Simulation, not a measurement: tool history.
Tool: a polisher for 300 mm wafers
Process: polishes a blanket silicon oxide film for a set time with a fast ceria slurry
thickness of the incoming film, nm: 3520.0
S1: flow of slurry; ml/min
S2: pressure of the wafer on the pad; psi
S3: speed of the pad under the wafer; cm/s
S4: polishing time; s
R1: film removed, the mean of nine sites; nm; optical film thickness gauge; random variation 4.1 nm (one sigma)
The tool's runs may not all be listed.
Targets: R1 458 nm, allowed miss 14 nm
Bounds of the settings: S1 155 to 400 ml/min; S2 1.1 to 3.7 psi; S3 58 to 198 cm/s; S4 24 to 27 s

run 1 hour=0 | S1=255 S2=2.4 S3=128 S4=27 | R1=384.9
run 2 hour=5 | S1=255 S2=2.5 S3=128 S4=27 | R1=398.78
run 3 hour=5.7 | S1=255 S2=2.2 S3=128 S4=27 | R1=363.29
run 4 hour=14.1 | S1=215 S2=2.2 S3=128 S4=27 | R1=353.87
run 5 hour=16.1 | S1=215 S2=2.3 S3=128 S4=27 | R1=367
run 6 hour=23.8 | S1=215 S2=2.3 S3=116 S4=27 | R1=334.42
run 7 hour=29.2 | S1=215 S2=2.4 S3=116 S4=27 | R1=339.5
run 8 hour=32.8 | S1=220 S2=2.5 S3=116 S4=27 | R1=356.57
run 9 hour=35.8 | S1=225 S2=2.6 S3=116 S4=27 | R1=370.89
run 10 hour=38.4 | S1=230 S2=2.7 S3=116 S4=27 | R1=381.88
run 11 hour=45 | S1=235 S2=2.8 S3=116 S4=27 | R1=395.57
run 12 hour=51.2 | S1=235 S2=2.9 S3=116 S4=27 | R1=406.89

Which of these 5 next moves meets every target?
run A hour=57.4 | S1=220 S2=3.4 S3=120 S4=26 | R1=?
run B hour=57.4 | S1=155 S2=3.1 S3=106 S4=27 | R1=?
run C hour=57.4 | S1=260 S2=3.5 S3=118 S4=27 | R1=?
run D hour=57.4 | S1=250 S2=3.1 S3=114 S4=27 | R1=?
run E hour=57.4 | S1=250 S2=3.1 S3=128 S4=27 | R1=?

move=A R1=464.37
move=B R1=371.79
move=C R1=496.94
move=D R1=430.3
move=E R1=481.37
A: meets every target
B: further off than the last run
C: takes the result that was furthest off past its target
D: nearer than the last run, and not there yet
E: takes the result that was furthest off past its target
The right move is A.
